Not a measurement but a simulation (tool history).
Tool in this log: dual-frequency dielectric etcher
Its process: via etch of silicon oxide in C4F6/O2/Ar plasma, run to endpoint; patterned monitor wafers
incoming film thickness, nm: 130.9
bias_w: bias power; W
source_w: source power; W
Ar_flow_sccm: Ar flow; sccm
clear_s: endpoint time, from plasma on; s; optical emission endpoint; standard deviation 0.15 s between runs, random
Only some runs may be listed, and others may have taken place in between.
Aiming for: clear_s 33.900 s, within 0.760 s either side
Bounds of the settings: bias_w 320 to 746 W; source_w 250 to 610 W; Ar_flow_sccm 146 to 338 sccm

| run | hour | bias_w | source_w | Ar_flow_sccm | clear_s |
|---|---|---|---|---|---|
| 1 | 0.0 | 533 | 430 | 242 | 29.877 |
| 2 | 1.3 | 509 | 420 | 243 | 30.600 |
| 3 | 6.5 | 489 | 420 | 244 | 31.258 |
| 4 | 11.7 | 475 | 420 | 244 | 31.623 |
| 5 | 13.2 | 463 | 420 | 244 | 32.158 |
| 6 | 17.2 | 455 | 420 | 244 | 32.303 |
| 7 | 25.2 | 447 | 420 | 244 | 32.621 |
| 8 | 26.6 | 441 | 420 | 244 | 32.880 |

Which of these 4 next moves meets every target?
| A | 28.0 | 376 | 400 | 182 | ? |
| B | 28.0 | 391 | 450 | 284 | ? |
| C | 28.0 | 443 | 430 | 253 | ? |
| D | 28.0 | 418 | 380 | 250 | ? |

| move | clear_s |
|---|---|
| A | 35.316 |
| B | 33.509 |
| C | 32.210 |
| D | 35.274 |
A: the result that was furthest off in the last run now lies on the other side of its target
B: all results in spec
C: its largest miss is bigger than the last run's
D: the result that was furthest off in the last run now lies on the other side of its target
Go with B: it meets all targets.
